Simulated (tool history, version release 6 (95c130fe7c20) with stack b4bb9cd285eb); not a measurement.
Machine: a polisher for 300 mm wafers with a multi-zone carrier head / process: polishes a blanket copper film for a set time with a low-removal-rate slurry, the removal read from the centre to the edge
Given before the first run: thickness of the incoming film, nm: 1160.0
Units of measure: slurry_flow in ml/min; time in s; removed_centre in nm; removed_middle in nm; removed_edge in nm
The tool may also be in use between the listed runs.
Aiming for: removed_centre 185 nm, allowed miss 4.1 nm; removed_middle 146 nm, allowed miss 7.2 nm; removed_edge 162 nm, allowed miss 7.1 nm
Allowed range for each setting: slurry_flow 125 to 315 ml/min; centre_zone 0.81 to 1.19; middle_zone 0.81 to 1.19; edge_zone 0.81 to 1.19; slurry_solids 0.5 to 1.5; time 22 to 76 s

run 1 hour=0 | slurry_flow=205 centre_zone=1 middle_zone=1 edge_zone=1 slurry_solids=1 time=49 | removed_centre=190.98 removed_middle=187.54 removed_edge=195.11
run 2 hour=5 | slurry_flow=195 centre_zone=1.02 middle_zone=0.95 edge_zone=0.95 slurry_solids=0.9 time=49 | removed_centre=187.93 removed_middle=179.7 removed_edge=187.82
run 3 hour=11.7 | slurry_flow=170 centre_zone=1.02 middle_zone=0.95 edge_zone=0.95 slurry_solids=0.9 time=49 | removed_centre=181.38 removed_middle=175.08 removed_edge=182.94
run 4 hour=13.3 | slurry_flow=170 centre_zone=0.98 middle_zone=0.95 edge_zone=0.95 slurry_solids=0.9 time=49 | removed_centre=177.84 removed_middle=173.71 removed_edge=177.92
run 5 hour=15.8 | slurry_flow=170 centre_zone=1.05 middle_zone=0.91 edge_zone=0.91 slurry_solids=0.85 time=48 | removed_centre=178.96 removed_middle=157.33 removed_edge=171.65
run 6 hour=19.1 | slurry_flow=170 centre_zone=1.05 middle_zone=0.91 edge_zone=1 slurry_solids=0.85 time=48 | removed_centre=177.56 removed_middle=157.47 removed_edge=178.06
run 7 hour=24.8 | slurry_flow=170 centre_zone=1.08 middle_zone=0.9 edge_zone=0.95 slurry_solids=0.8 time=48 | removed_centre=179.5 removed_middle=152.26 removed_edge=174.43
run 8 hour=27.3 | slurry_flow=170 centre_zone=1.1 middle_zone=0.9 edge_zone=0.91 slurry_solids=0.8 time=48 | removed_centre=180.34 removed_middle=156.61 removed_edge=169.31
run 9 hour=35.2 | slurry_flow=170 centre_zone=1.1 middle_zone=0.9 edge_zone=0.91 slurry_solids=0.8 time=48 | removed_centre=180.11 removed_middle=155.51 removed_edge=167.41

Consider the 5 candidate settings below. Which is the only one whose results all fall within their allowed miss of target?
run A hour=43.1 | slurry_flow=190 centre_zone=1.06 middle_zone=0.81 edge_zone=1.03 slurry_solids=0.8 time=49 | removed_centre=? removed_middle=? removed_edge=?
run B hour=43.1 | slurry_flow=170 centre_zone=1.16 middle_zone=0.84 edge_zone=0.87 slurry_solids=0.9 time=46 | removed_centre=? removed_middle=? removed_edge=?
run C hour=43.1 | slurry_flow=145 centre_zone=1.04 middle_zone=0.81 edge_zone=1 slurry_solids=0.7 time=53 | removed_centre=? removed_middle=? removed_edge=?
run D hour=43.1 | slurry_flow=225 centre_zone=1.16 middle_zone=0.92 edge_zone=0.94 slurry_solids=0.9 time=46 | removed_centre=? removed_middle=? removed_edge=?
run E hour=43.1 | slurry_flow=210 centre_zone=1.11 middle_zone=0.84 edge_zone=1.01 slurry_solids=0.85 time=46 | removed_centre=? removed_middle=? removed_edge=?

move=A removed_centre=184.02 removed_middle=146.32 removed_edge=183.6
move=B removed_centre=185.78 removed_middle=143.46 removed_edge=162.23
move=C removed_centre=177.74 removed_middle=144.15 removed_edge=180.94
move=D removed_centre=195.72 removed_middle=161.92 removed_edge=173.72
move=E removed_centre=184.66 removed_middle=146.31 removed_edge=175.73
A: gets the furthest-off result to its target, but another result is out of tolerance
B: every result lands within tolerance
C: gets the furthest-off result to its target, but another result is out of tolerance
D: lands further from the targets than the last run did
E: gets the furthest-off result to its target, but another result is out of tolerance
Correct choice: B, which meets every target
